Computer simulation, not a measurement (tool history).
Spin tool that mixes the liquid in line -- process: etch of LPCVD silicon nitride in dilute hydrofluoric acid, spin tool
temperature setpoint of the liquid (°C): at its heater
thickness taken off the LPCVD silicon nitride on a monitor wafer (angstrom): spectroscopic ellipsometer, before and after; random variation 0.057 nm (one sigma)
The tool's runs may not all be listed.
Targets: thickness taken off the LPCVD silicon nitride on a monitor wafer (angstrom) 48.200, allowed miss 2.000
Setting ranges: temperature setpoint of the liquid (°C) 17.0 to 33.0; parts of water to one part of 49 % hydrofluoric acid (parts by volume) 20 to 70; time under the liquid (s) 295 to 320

run  hour  temperature setpoint of the liquid (°C)  parts of water to one part of 49 % hydrofluoric acid (parts by volume)  time under the liquid (s)  thickness taken off the LPCVD silicon nitride on a monitor wafer (angstrom)
  1   0.0                                     25.0                                                                      40                        295                                                                       31.776
  2   4.5                                     27.0                                                                      40                        295                                                                       35.864
  3  11.9                                     28.0                                                                      40                        295                                                                       38.879
  4  19.9                                     28.0                                                                      40                        295                                                                       38.075
  5  27.0                                     28.0                                                                      25                        295                                                                       62.536
  6  33.9                                     30.5                                                                      25                        295                                                                       71.807
  7  37.4                                     29.0                                                                      25                        295                                                                       65.474
  8  38.9                                     28.0                                                                      25                        295                                                                       61.420
     40.7  -- hydrofluoric acid flow meter replaced
  9  40.7                                     27.0                                                                      25                        295                                                                       61.857
 10  45.0                                     23.0                                                                      30                        295                                                                       40.824
 11  48.8                                     23.5                                                                      30                        295                                                                       42.387
 12  50.1                                     24.0                                                                      30                        295                                                                       43.213
 13  52.8                                     24.5                                                                      30                        295                                                                       45.112

Exactly one of the 4 candidate moves below puts every result within its allowed miss. Which one?
  A  55.5                                     24.0                                                                      30                        295                                                                            ?
  B  55.5                                     24.5                                                                      30                        320                                                                            ?
  C  55.5                                     23.5                                                                      30                        295                                                                            ?
  D  55.5                                     26.5                                                                      35                        295                                                                            ?

move  thickness taken off the LPCVD silicon nitride on a monitor wafer (angstrom)
   A                                                                       44.122
   B                                                                       49.516
   C                                                                       42.641
   D                                                                       44.968
A: moves away from the targets compared with the last run
B: all results in spec
C: moves away from the targets compared with the last run
D: about as far from the targets as the last run
So the answer is move B, the one that meets all the targets.
